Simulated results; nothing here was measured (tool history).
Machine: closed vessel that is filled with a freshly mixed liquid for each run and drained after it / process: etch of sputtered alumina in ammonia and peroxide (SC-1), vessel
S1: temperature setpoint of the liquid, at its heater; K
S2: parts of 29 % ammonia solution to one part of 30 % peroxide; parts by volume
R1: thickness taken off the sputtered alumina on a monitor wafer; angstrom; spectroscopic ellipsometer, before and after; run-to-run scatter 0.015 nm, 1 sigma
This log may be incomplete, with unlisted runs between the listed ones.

Run 1, hour 0: S1 336.15 K, S2 0.5 parts by volume, time in the liquid (s) 35. Result: R1 19.856 angstrom.
Run 2, hour 1.7: S1 337.15 K, S2 0.55 parts by volume, time in the liquid (s) 35. Result: R1 20.988 angstrom.
Run 3, hour 9.1: S1 338.15 K, S2 0.6 parts by volume, time in the liquid (s) 35. Result: R1 22.083 angstrom.
Run 4, hour 10.5: S1 339.15 K, S2 0.65 parts by volume, time in the liquid (s) 35. Result: R1 23.371 angstrom.
Run 5, hour 16.7: S1 339.15 K, S2 0.55 parts by volume, time in the liquid (s) 35. Result: R1 23.288 angstrom.
Run 6, hour 18.4: S1 339.65 K, S2 0.6 parts by volume, time in the liquid (s) 35. Result: R1 23.93 angstrom.

Run 7 has not been measured yet. What should we expect?
Run 7, hour 23.7: S1 340.15 K, S2 0.65 parts by volume, time in the liquid (s) 35. Result: R1 ?.

R1: 24.768 angstrom
